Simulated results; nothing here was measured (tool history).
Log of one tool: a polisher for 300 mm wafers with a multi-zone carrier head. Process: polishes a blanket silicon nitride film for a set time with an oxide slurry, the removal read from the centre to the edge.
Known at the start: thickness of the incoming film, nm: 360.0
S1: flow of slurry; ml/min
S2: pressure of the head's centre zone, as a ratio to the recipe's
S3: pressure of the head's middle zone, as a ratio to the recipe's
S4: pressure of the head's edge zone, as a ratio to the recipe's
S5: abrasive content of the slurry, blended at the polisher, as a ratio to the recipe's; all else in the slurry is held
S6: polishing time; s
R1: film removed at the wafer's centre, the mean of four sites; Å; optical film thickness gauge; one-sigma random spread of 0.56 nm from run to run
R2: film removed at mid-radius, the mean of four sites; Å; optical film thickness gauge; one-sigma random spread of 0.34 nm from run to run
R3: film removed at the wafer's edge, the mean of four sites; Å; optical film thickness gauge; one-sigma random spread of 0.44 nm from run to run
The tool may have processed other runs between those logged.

Run 1, day 0: S1 295 ml/min, S2 1, S3 1, S4 1, S5 1, S6 76 s. Result: R1 518.97 Å, R2 528.27 Å, R3 536.76 Å.
Run 2, day 0.304: S1 295 ml/min, S2 0.95, S3 1, S4 1, S5 1, S6 76 s. Result: R1 499 Å, R2 522.59 Å, R3 543.14 Å.
Run 3, day 0.633: S1 295 ml/min, S2 0.95, S3 1.05, S4 1, S5 1, S6 76 s. Result: R1 497.73 Å, R2 548.09 Å, R3 551.28 Å.
Run 4, day 0.912: S1 290 ml/min, S2 0.93, S3 1.02, S4 1.01, S5 1, S6 76 s. Result: R1 488.29 Å, R2 537.97 Å, R3 549.86 Å.
Run 5, day 1.058: S1 290 ml/min, S2 0.93, S3 1.02, S4 1.01, S5 1.15, S6 76 s. Result: R1 519.4 Å, R2 574.9 Å, R3 577.91 Å.
Run 6, day 1.383: S1 285 ml/min, S2 0.91, S3 0.99, S4 1.02, S5 1.1, S6 76 s. Result: R1 495.1 Å, R2 544.02 Å, R3 570.53 Å.

Run 7, settings as shown, results not yet in. Your forecast:
Run 7, day 1.712: S1 280 ml/min, S2 0.89, S3 0.97, S4 1.02, S5 1.1, S6 76 s. Result: R1 ?, R2 ?, R3 ?.

{"run 7": {"R1": 477.16, "R2": 532.98, "R3": 577.81}}
